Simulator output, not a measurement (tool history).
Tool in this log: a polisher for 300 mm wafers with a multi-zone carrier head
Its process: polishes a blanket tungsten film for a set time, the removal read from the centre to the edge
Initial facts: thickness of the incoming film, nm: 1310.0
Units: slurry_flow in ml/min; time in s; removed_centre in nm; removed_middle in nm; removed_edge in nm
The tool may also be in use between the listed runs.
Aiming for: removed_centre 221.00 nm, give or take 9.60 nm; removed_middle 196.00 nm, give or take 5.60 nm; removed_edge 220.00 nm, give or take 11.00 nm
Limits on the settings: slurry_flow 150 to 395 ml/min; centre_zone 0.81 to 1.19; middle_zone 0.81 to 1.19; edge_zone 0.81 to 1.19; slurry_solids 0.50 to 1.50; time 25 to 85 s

run  hour  slurry_flow  centre_zone  middle_zone  edge_zone  slurry_solids  time  removed_centre  removed_middle  removed_edge
  1   0.0          250         1.00         1.00       1.00           1.00    55          159.06          153.77        151.69
  2   2.4          285         1.00         1.00       1.00           1.00    55          160.13          158.39        156.26
  3   5.6          295         1.01         0.99       1.02           1.05    56          163.15          161.09        163.32
  4   9.5          290         1.03         0.99       1.03           1.10    57          177.29          163.04        166.97
  5  14.5          300         1.03         0.99       1.05           1.15    58          174.93          173.65        171.00
  6  23.0          300         1.03         0.99       1.05           1.15    47          144.79          136.94        137.42
  7  24.7          305         1.04         0.97       1.06           1.20    50          154.08          146.65        155.12
  8  30.0          310         1.05         0.96       1.06           1.25    52          168.98          150.75        159.90
  9  37.1          310         1.05         0.96       1.06           1.25    52          165.26          152.28        164.05

Pick the move, out of 4, that brings all results within their allowed miss; only one does.
  A  44.2          395         0.81         0.92       1.13           1.50    41               ?               ?             ?
  B  44.2          260         1.09         0.94       1.16           1.15    70               ?               ?             ?
  C  44.2          320         1.07         0.99       1.05           1.10    40               ?               ?             ?
  D  44.2          325         1.03         0.81       1.11           1.40    75               ?               ?             ?

move  removed_centre  removed_middle  removed_edge
   A          116.82          122.44        138.09
   B          223.78          193.31        218.70
   C          127.01          115.98        119.08
   D          245.48          195.48        244.01
A: the biggest miss grows against the last run
B: every result within its allowed miss
C: the biggest miss grows against the last run
D: brings the last run's worst result on target, with another outside its allowed miss
So the answer is move B, the one that meets all the targets.

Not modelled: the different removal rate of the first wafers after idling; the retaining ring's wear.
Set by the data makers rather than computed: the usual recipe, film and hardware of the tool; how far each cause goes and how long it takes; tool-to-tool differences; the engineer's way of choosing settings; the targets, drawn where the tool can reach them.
